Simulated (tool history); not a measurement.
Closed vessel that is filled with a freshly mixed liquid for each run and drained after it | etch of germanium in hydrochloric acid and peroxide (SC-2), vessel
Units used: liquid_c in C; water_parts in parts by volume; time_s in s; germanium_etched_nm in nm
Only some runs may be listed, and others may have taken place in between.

run,hour,liquid_c,water_parts,time_s,germanium_etched_nm
1,0,54,7,90,319.36
2,2.5,54,9,90,317.31
3,7.6,53,9,90,306.25
4,10,53,9,100,341.81
5,13.2,51.5,9,100,322.19
6,21.5,58.5,9,100,397.07
7,30,55.5,9,100,365.56
8,38.5,53.5,9,100,345.11
9,46.3,52,9,100,327.19
10,52.7,51,9,100,318.22
11,58.9,50,9,100,311.6
12,67.3,49,9,100,298.08
13,69.2,48.5,9,100,292.4
14,70.2,48,9,100,290.57
15,73.4,47.5,9,100,283.72

What does the tool deliver on the next run?
16,76.6,47,9,100,?

For run 16 the tool returned germanium_etched_nm 283.58 nm.
